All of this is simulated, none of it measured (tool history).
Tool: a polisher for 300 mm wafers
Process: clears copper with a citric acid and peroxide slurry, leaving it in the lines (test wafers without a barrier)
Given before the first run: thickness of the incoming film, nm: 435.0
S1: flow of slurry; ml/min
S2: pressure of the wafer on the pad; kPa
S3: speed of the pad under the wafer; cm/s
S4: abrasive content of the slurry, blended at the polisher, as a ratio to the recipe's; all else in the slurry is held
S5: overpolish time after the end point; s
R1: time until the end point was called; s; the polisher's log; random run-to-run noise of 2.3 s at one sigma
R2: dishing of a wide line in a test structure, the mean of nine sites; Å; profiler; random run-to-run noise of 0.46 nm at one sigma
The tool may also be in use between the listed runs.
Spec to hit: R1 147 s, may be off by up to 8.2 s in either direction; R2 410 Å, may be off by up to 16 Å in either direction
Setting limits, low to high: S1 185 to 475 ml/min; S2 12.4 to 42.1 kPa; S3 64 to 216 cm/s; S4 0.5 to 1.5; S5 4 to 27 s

{"run": 1, "day": 0.0, "S1": 305, "S2": 26.9, "S3": 140, "S4": 1, "S5": 14, "R1": 152.03, "R2": 291.44}
{"run": 2, "day": 0.108, "S1": 305, "S2": 26.9, "S3": 140, "S4": 1.1, "S5": 14, "R1": 152.04, "R2": 291.79}
{"run": 3, "day": 0.479, "S1": 305, "S2": 30.3, "S3": 140, "S4": 1.1, "S5": 14, "R1": 139.31, "R2": 329.84}
{"run": 4, "day": 0.796, "S1": 305, "S2": 30.3, "S3": 138, "S4": 1.1, "S5": 15, "R1": 135.56, "R2": 337.08}
{"run": 5, "day": 0.992, "S1": 305, "S2": 29.6, "S3": 140, "S4": 1.1, "S5": 16, "R1": 137.84, "R2": 358.39}
{"run": 6, "day": 1.3, "S1": 305, "S2": 29.6, "S3": 106, "S4": 1.1, "S5": 16, "R1": 178.94, "R2": 276.13}
{"run": 7, "day": 1.488, "S1": 305, "S2": 30.3, "S3": 106, "S4": 1.1, "S5": 17, "R1": 180.93, "R2": 303.34}
{"run": 8, "day": 1.608, "S1": 305, "S2": 37.9, "S3": 106, "S4": 1.1, "S5": 18, "R1": 152.64, "R2": 385.23}
{"run": 9, "day": 1.917, "S1": 305, "S2": 37.9, "S3": 106, "S4": 1.1, "S5": 18, "R1": 144, "R2": 378.61}
{"run": 10, "day": 2.288, "S1": 305, "S2": 37.2, "S3": 106, "S4": 1.1, "S5": 19, "R1": 145.15, "R2": 391.57}

Exercise: of the 4 proposed moves below, exactly one satisfies all targets within the stated allowed misses. Which move is it?
{"run": "A", "day": 2.658, "S1": 285, "S2": 37.2, "S3": 122, "S4": 1.15, "S5": 19, "R1": "?", "R2": "?"}
{"run": "B", "day": 2.658, "S1": 335, "S2": 39.3, "S3": 100, "S4": 1.2, "S5": 21, "R1": "?", "R2": "?"}
{"run": "C", "day": 2.658, "S1": 265, "S2": 31, "S3": 122, "S4": 1.45, "S5": 20, "R1": "?", "R2": "?"}
{"run": "D", "day": 2.658, "S1": 290, "S2": 39.3, "S3": 112, "S4": 1.15, "S5": 20, "R1": "?", "R2": "?"}

move=A R1=131.55 R2=445.01
move=B R1=148.86 R2=436.77
move=C R1=147.98 R2=417.13
move=D R1=136.06 R2=452.81
A: moves the result that the last run missed by most past its target, out the other side
B: moves the result that the last run missed by most past its target, out the other side
C: every result lands within tolerance
D: moves the result that the last run missed by most past its target, out the other side
Move C is the one to make.
